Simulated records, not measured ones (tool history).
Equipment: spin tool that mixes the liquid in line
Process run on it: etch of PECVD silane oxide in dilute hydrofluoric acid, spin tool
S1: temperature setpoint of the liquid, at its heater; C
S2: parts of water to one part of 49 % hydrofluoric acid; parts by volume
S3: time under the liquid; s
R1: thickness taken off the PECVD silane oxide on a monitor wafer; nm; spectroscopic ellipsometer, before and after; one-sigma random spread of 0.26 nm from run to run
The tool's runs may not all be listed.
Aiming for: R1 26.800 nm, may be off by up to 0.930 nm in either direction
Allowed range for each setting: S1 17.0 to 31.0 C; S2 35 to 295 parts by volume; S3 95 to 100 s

run  hour    S1   S2   S3      R1
  1   0.0  23.0  165   95  12.137
  2   5.7  20.0  165   95  10.708
  3  12.7  21.5  155   95  12.502
  4  19.0  18.5  155   95  11.034
  5  20.5  18.5  155  100  11.474
  6  26.8  20.5  150  100  12.928
  7  31.8  22.0  140  100  15.043
  8  36.2  23.5  135  100  16.695
  9  40.2  24.5  130  100  18.249
 10  42.1  25.5  125  100  19.576
 11  43.9  26.5  125  100  20.148
 12  50.2  27.0  120  100  21.714
 13  59.2  27.5  120  100  22.162
 14  66.8  28.0  120  100  22.327
 15  72.2  28.0  120  100  22.846

Which of these 5 next moves meets every target?
  A  77.6  30.5  105  100   ?
  B  77.6  31.0  105  100   ?
  C  77.6  27.0   90  100   ?
  D  77.6  29.0  100  100   ?
  E  77.6  30.0  110  100   ?

move      R1
   A  28.863
   B  29.403
   C  30.095
   D  28.850
   E  26.854
A: takes the biggest miss from the last run beyond its target
B: takes the biggest miss from the last run beyond its target
C: takes the biggest miss from the last run beyond its target
D: takes the biggest miss from the last run beyond its target
E: each result inside its tolerance
E is the move that brings every result within its allowed miss.
